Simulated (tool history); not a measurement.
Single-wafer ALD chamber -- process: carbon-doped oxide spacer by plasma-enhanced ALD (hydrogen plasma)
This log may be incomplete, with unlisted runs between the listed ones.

run  hour  heater temperature setpoint (deg C)  number of ALD cycles (cycles)  mean film thickness on the monitor wafer (Å)
  1     0                                  415                            583                                         280.5
  2   2.1                                  406                            583                                        288.09
  3   8.3                                  406                            652                                         320.9
  4  17.3                                  406                            617                                        304.67
  5  23.4                                  404                            639                                        316.28
  6  32.5                                  403                            658                                        326.56

For run 7, what comes out?
     34.2  -- thermocouple changed; heater temperature recalibrated
  7  34.2                                  402                            673                                             ?

mean film thickness on the monitor wafer (Å): 337.26

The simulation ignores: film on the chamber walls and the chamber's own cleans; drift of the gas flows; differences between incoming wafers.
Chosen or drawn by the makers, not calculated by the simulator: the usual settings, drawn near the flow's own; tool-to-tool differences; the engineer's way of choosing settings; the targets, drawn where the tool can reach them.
